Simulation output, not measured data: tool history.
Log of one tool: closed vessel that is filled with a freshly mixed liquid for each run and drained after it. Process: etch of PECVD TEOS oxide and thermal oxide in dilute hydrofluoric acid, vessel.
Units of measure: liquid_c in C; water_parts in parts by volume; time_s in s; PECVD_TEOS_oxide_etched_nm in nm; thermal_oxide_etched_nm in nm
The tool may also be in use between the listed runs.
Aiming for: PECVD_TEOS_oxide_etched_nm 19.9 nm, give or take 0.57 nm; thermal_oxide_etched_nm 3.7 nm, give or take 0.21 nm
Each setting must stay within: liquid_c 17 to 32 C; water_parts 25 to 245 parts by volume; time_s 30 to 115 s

run 1 day=0 | liquid_c=24 water_parts=135 time_s=60 | PECVD_TEOS_oxide_etched_nm=10.529 thermal_oxide_etched_nm=2.0204
run 2 day=0.371 | liquid_c=25.5 water_parts=125 time_s=60 | PECVD_TEOS_oxide_etched_nm=12.165 thermal_oxide_etched_nm=2.2819
run 3 day=0.425 | liquid_c=26.5 water_parts=115 time_s=60 | PECVD_TEOS_oxide_etched_nm=13.948 thermal_oxide_etched_nm=2.6684
run 4 day=0.512 | liquid_c=26.5 water_parts=115 time_s=70 | PECVD_TEOS_oxide_etched_nm=16.298 thermal_oxide_etched_nm=2.9445
run 5 day=0.546 | liquid_c=24.5 water_parts=115 time_s=70 | PECVD_TEOS_oxide_etched_nm=15.061 thermal_oxide_etched_nm=2.7515
run 6 day=0.8 | liquid_c=26 water_parts=115 time_s=70 | PECVD_TEOS_oxide_etched_nm=16.073 thermal_oxide_etched_nm=2.9815
run 7 day=0.875 | liquid_c=27 water_parts=115 time_s=70 | PECVD_TEOS_oxide_etched_nm=16.649 thermal_oxide_etched_nm=3.1302
run 8 day=1.021 | liquid_c=27.5 water_parts=115 time_s=70 | PECVD_TEOS_oxide_etched_nm=17.013 thermal_oxide_etched_nm=3.1285
-- day=1.2 hydrofluoric acid flow meter replaced
run 9 day=1.2 | liquid_c=31 water_parts=105 time_s=70 | PECVD_TEOS_oxide_etched_nm=23.815 thermal_oxide_etched_nm=4.4864
run 10 day=1.308 | liquid_c=30.5 water_parts=105 time_s=70 | PECVD_TEOS_oxide_etched_nm=23.473 thermal_oxide_etched_nm=4.2399
run 11 day=1.554 | liquid_c=30.5 water_parts=105 time_s=70 | PECVD_TEOS_oxide_etched_nm=23.383 thermal_oxide_etched_nm=4.4298
run 12 day=1.683 | liquid_c=30 water_parts=105 time_s=70 | PECVD_TEOS_oxide_etched_nm=22.884 thermal_oxide_etched_nm=4.1948
run 13 day=1.721 | liquid_c=29.5 water_parts=105 time_s=70 | PECVD_TEOS_oxide_etched_nm=22.512 thermal_oxide_etched_nm=4.1031
run 14 day=1.879 | liquid_c=29 water_parts=105 time_s=70 | PECVD_TEOS_oxide_etched_nm=22.036 thermal_oxide_etched_nm=4.1145
run 15 day=2.138 | liquid_c=28.5 water_parts=105 time_s=70 | PECVD_TEOS_oxide_etched_nm=21.68 thermal_oxide_etched_nm=3.9053

Below are 4 possible settings for the next run. Only one of them brings all results inside the allowed miss of their targets. Which is it?
run A day=2.396 | liquid_c=32 water_parts=90 time_s=55 | PECVD_TEOS_oxide_etched_nm=? thermal_oxide_etched_nm=?
run B day=2.396 | liquid_c=31 water_parts=135 time_s=75 | PECVD_TEOS_oxide_etched_nm=? thermal_oxide_etched_nm=?
run C day=2.396 | liquid_c=27.5 water_parts=95 time_s=60 | PECVD_TEOS_oxide_etched_nm=? thermal_oxide_etched_nm=?
run D day=2.396 | liquid_c=22 water_parts=70 time_s=50 | PECVD_TEOS_oxide_etched_nm=? thermal_oxide_etched_nm=?

move=A PECVD_TEOS_oxide_etched_nm=23.092 thermal_oxide_etched_nm=4.369
move=B PECVD_TEOS_oxide_etched_nm=18.974 thermal_oxide_etched_nm=3.5898
move=C PECVD_TEOS_oxide_etched_nm=19.987 thermal_oxide_etched_nm=3.7816
move=D PECVD_TEOS_oxide_etched_nm=18.747 thermal_oxide_etched_nm=3.5468
A: the biggest miss grows against the last run
B: takes the result that was furthest off past its target
C: every result lands within tolerance
D: takes the result that was furthest off past its target
C is the move that brings every result within its allowed miss.

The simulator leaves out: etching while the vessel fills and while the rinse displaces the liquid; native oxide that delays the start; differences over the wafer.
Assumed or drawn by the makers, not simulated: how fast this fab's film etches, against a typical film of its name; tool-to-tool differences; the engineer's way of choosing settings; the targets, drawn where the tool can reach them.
